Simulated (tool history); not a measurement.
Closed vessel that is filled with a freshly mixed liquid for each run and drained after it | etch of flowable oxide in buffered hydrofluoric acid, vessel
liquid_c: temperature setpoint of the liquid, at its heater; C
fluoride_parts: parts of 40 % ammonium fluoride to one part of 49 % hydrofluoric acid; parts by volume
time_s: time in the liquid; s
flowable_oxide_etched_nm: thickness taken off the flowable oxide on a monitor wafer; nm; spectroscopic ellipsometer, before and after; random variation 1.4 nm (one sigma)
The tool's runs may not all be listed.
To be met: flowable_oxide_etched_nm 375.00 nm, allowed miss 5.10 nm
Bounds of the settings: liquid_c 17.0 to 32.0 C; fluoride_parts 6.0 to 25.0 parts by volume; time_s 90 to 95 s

{"run": 1, "day": 0.0, "liquid_c": 24.0, "fluoride_parts": 15.5, "time_s": 90, "flowable_oxide_etched_nm": 271.35}
{"run": 2, "day": 0.375, "liquid_c": 26.5, "fluoride_parts": 15.5, "time_s": 90, "flowable_oxide_etched_nm": 310.72}
{"run": 3, "day": 0.471, "liquid_c": 26.5, "fluoride_parts": 15.5, "time_s": 90, "flowable_oxide_etched_nm": 310.75}
{"run": 4, "day": 0.654, "liquid_c": 25.0, "fluoride_parts": 15.5, "time_s": 90, "flowable_oxide_etched_nm": 286.36}
{"run": 5, "day": 0.979, "liquid_c": 26.0, "fluoride_parts": 15.5, "time_s": 90, "flowable_oxide_etched_nm": 303.66}
{"run": 6, "day": 1.129, "liquid_c": 27.0, "fluoride_parts": 15.5, "time_s": 90, "flowable_oxide_etched_nm": 318.25}
{"run": 7, "day": 1.467, "liquid_c": 27.5, "fluoride_parts": 15.5, "time_s": 90, "flowable_oxide_etched_nm": 328.06}
{"run": 8, "day": 1.817, "liquid_c": 30.5, "fluoride_parts": 15.5, "time_s": 90, "flowable_oxide_etched_nm": 384.01}

Which of these 4 next moves meets every target?
{"run": "A", "day": 2.167, "liquid_c": 26.5, "fluoride_parts": 14.0, "time_s": 95, "flowable_oxide_etched_nm": "?"}
{"run": "B", "day": 2.167, "liquid_c": 31.5, "fluoride_parts": 16.0, "time_s": 90, "flowable_oxide_etched_nm": "?"}
{"run": "C", "day": 2.167, "liquid_c": 29.0, "fluoride_parts": 15.5, "time_s": 95, "flowable_oxide_etched_nm": "?"}
{"run": "D", "day": 2.167, "liquid_c": 29.0, "fluoride_parts": 16.0, "time_s": 95, "flowable_oxide_etched_nm": "?"}

move=A flowable_oxide_etched_nm=361.02
move=B flowable_oxide_etched_nm=390.93
move=C flowable_oxide_etched_nm=373.31
move=D flowable_oxide_etched_nm=361.86
A: takes the result that was furthest off past its target
B: further off than the last run
C: meets every target
D: takes the result that was furthest off past its target
Move C is the one to make.
